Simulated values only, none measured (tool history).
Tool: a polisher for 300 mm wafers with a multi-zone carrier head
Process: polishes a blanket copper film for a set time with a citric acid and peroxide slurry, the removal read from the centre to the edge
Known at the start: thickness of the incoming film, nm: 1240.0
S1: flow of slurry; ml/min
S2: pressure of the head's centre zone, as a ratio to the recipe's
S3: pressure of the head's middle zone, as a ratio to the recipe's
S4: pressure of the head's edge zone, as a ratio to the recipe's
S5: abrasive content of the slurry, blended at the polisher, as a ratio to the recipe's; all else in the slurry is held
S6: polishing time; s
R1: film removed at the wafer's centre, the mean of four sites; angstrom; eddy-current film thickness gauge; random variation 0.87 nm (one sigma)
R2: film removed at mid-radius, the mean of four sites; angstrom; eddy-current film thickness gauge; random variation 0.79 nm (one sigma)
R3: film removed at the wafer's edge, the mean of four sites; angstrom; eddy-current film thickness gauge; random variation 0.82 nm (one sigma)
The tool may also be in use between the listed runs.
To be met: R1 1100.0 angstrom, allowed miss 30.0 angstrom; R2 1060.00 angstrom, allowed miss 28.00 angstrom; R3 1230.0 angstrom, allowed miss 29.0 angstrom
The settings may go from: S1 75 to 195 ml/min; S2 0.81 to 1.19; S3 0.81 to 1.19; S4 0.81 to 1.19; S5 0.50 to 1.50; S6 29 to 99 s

| run | day | S1 | S2 | S3 | S4 | S5 | S6 | R1 | R2 | R3 |
|---|---|---|---|---|---|---|---|---|---|---|
| 1 | 0.000 | 125 | 1.00 | 1.00 | 1.00 | 1.00 | 64 | 1993.0 | 1991.00 | 1924.9 |
| 2 | 0.042 | 115 | 0.97 | 0.95 | 0.99 | 0.85 | 60 | 1727.1 | 1723.70 | 1740.8 |
| 3 | 0.162 | 115 | 0.97 | 0.95 | 0.93 | 0.85 | 60 | 1715.6 | 1715.30 | 1700.1 |
| 4 | 0.283 | 105 | 0.96 | 0.91 | 0.94 | 0.75 | 56 | 1518.2 | 1478.90 | 1501.4 |
| 5 | 0.533 | 100 | 0.94 | 0.88 | 0.98 | 0.70 | 54 | 1399.3 | 1329.10 | 1470.6 |
| 6 | 0.892 | 95 | 0.92 | 0.86 | 0.96 | 0.65 | 53 | 1281.4 | 1251.60 | 1389.5 |
| 7 | 1.150 | 90 | 0.92 | 0.85 | 0.95 | 0.60 | 52 | 1213.0 | 1185.00 | 1336.1 |
| 8 | 1.346 | 85 | 0.92 | 0.84 | 0.94 | 0.55 | 52 | 1164.6 | 1134.70 | 1306.3 |
| 9 | 1.550 | 85 | 0.92 | 0.83 | 0.93 | 0.55 | 52 | 1160.0 | 1131.80 | 1289.1 |
| 10 | 1.600 | 75 | 0.92 | 0.81 | 0.93 | 0.50 | 50 | 1051.3 | 1000.30 | 1166.2 |
| 11 | 1.892 | 80 | 0.92 | 0.81 | 0.93 | 0.50 | 50 | 1086.7 | 1022.50 | 1190.8 |

Which of these 5 next moves meets every target?
| A | 2.183 | 75 | 0.99 | 0.81 | 0.94 | 0.55 | 49 | ? | ? | ? |
| B | 2.183 | 95 | 0.89 | 0.81 | 0.81 | 0.60 | 47 | ? | ? | ? |
| C | 2.183 | 75 | 0.97 | 0.94 | 0.90 | 0.50 | 50 | ? | ? | ? |
| D | 2.183 | 75 | 0.96 | 0.81 | 1.04 | 0.50 | 49 | ? | ? | ? |
| E | 2.183 | 100 | 0.91 | 0.83 | 1.01 | 0.55 | 46 | ? | ? | ? |

| move | R1 | R2 | R3 |
|---|---|---|---|
| A | 1115.4 | 972.16 | 1167.2 |
| B | 1087.0 | 1039.10 | 1127.6 |
| C | 1101.0 | 1106.80 | 1149.8 |
| D | 1066.8 | 959.16 | 1208.6 |
| E | 1095.9 | 1041.70 | 1219.2 |
A: further off than the last run
B: further off than the last run
C: further off than the last run
D: brings the result that was furthest off to its target, and leaves another outside
E: meets every target
Answer: E
